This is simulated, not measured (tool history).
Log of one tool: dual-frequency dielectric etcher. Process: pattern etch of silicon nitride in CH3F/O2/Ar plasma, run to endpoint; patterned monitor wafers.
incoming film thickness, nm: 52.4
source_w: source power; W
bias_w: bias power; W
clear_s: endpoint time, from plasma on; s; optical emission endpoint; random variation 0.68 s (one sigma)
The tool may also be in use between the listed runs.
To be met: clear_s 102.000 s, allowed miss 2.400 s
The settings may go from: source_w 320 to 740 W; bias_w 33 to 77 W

| run | hour | source_w | bias_w | clear_s |
|---|---|---|---|---|
| 1 | 0.0 | 530 | 55 | 82.199 |
| 2 | 2.0 | 530 | 59 | 78.972 |
| 3 | 5.4 | 530 | 55 | 82.283 |
| 4 | 7.7 | 580 | 55 | 77.096 |
| 5 | 10.1 | 530 | 54 | 81.467 |
| 6 | 15.5 | 490 | 52 | 88.467 |
| 7 | 19.3 | 470 | 52 | 89.873 |
| 8 | 27.4 | 470 | 52 | 89.675 |
| 9 | 32.3 | 470 | 52 | 89.410 |
| 10 | 39.5 | 450 | 52 | 92.978 |
| 11 | 44.6 | 440 | 52 | 94.956 |
| 12 | 47.7 | 430 | 52 | 95.332 |
| 13 | 56.0 | 420 | 52 | 97.508 |
| 14 | 64.3 | 410 | 52 | 100.050 |

Which of these 4 next moves meets every target?
| A | 72.6 | 470 | 45 | ? |
| B | 72.6 | 420 | 52 | ? |
| C | 72.6 | 400 | 58 | ? |
| D | 72.6 | 370 | 58 | ? |

| move | clear_s |
|---|---|
| A | 97.077 |
| B | 98.737 |
| C | 97.642 |
| D | 103.570 |
A: further off than the last run
B: further off than the last run
C: further off than the last run
D: meets every target
Move D is the one to make.

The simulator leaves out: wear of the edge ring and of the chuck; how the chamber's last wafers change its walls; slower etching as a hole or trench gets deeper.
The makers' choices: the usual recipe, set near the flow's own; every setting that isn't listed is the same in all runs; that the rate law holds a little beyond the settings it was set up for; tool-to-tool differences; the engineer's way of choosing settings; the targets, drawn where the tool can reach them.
